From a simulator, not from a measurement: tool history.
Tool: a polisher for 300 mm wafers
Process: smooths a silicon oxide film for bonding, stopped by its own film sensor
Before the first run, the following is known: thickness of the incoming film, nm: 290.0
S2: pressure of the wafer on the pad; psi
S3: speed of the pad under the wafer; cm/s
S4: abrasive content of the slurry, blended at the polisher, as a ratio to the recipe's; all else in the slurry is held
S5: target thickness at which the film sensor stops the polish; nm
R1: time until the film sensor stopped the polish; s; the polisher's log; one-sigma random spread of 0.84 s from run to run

{"run": 1, "hour": 0.0, "flow of slurry (ml/min)": 295, "S2": 2.8, "S3": 82, "S4": 1, "S5": 248, "R1": 49.887}
{"run": 2, "hour": 6.5, "flow of slurry (ml/min)": 340, "S2": 2.8, "S3": 82, "S4": 1, "S5": 248, "R1": 49.592}
{"run": 3, "hour": 12.9, "flow of slurry (ml/min)": 340, "S2": 2.6, "S3": 82, "S4": 1, "S5": 248, "R1": 52.96}
{"run": 4, "hour": 16.7, "flow of slurry (ml/min)": 340, "S2": 2.6, "S3": 82, "S4": 1.15, "S5": 248, "R1": 49.419}
{"hour": 25.7, "done": "worn pad replaced by a new one"}
{"run": 5, "hour": 25.7, "flow of slurry (ml/min)": 340, "S2": 2.6, "S3": 82, "S4": 1.25, "S5": 248, "R1": 45.651}
{"run": 6, "hour": 26.2, "flow of slurry (ml/min)": 340, "S2": 2.6, "S3": 64, "S4": 1.25, "S5": 248, "R1": 55.343}

Run 7, settings as shown, results not yet in. Your forecast:
{"run": 7, "hour": 30.6, "flow of slurry (ml/min)": 340, "S2": 2.5, "S3": 64, "S4": 1.25, "S5": 248, "R1": "?"}

R1: 56.93 s
